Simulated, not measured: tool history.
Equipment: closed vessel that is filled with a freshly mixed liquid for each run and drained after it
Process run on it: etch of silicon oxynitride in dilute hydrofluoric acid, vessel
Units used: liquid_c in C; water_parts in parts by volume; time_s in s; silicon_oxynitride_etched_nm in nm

run    day  liquid_c  water_parts  time_s  silicon_oxynitride_etched_nm
  1      0        24           80    1220                        41.957
  2  0.212        23           80    1220                        40.462
  3  0.342        23           80    1220                        39.647
  4  0.729        23           80    1300                        42.573
  5  0.875        23           80    1220                        39.924
  6    1.2        23           60    1220                        53.324

What will run 7 give?
  7  1.483        23           60    1220                             ?

Run 7 yielded silicon_oxynitride_etched_nm 53.327 nm.
